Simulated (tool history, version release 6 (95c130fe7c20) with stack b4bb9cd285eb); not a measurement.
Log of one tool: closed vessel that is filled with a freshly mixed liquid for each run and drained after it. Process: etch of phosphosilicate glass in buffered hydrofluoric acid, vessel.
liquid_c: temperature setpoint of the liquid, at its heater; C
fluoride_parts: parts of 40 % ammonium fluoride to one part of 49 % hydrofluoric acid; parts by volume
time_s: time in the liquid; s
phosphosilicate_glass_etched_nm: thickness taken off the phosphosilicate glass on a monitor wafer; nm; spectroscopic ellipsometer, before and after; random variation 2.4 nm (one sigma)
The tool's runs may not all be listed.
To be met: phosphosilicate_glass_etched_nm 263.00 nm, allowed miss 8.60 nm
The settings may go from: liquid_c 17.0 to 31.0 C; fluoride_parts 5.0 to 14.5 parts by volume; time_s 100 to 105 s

run  hour  liquid_c  fluoride_parts  time_s  phosphosilicate_glass_etched_nm
  1   0.0      23.0             9.0     100                           470.83
  2   7.6      25.0             9.0     100                           531.15
  3   8.5      23.0             9.0     100                           471.07
  4   9.2      22.5             9.5     100                           441.05
  5  13.8      22.0            10.0     100                           410.57
  6  17.4      21.5            10.0     100                           404.64
  7  19.8      21.0            10.5     100                           376.68
  8  20.9      20.5            10.5     100                           363.75
  9  26.3      20.0            10.5     100                           354.84
 10  28.9      20.0            10.5     100                           351.29
 11  36.0      19.5            10.5     100                           343.94
 12  37.0      19.0            10.5     100                           340.04
 13  40.3      18.0            11.5     100                           291.42

5 next moves are on the table. One of them brings every result within its allowed miss. Which?
  A  43.6      18.0            12.5     105                                ?
  B  43.6      18.0            11.5     105                                ?
  C  43.6      20.5            12.0     100                                ?
  D  43.6      20.5            14.5     100                                ?
  E  43.6      17.0            10.5     105                                ?

move  phosphosilicate_glass_etched_nm
   A                           279.87
   B                           303.66
   C                           319.34
   D                           265.25
   E                           313.49
A: nearer than the last run, and not there yet
B: further off than the last run
C: further off than the last run
D: meets every target
E: further off than the last run
The right move is D.

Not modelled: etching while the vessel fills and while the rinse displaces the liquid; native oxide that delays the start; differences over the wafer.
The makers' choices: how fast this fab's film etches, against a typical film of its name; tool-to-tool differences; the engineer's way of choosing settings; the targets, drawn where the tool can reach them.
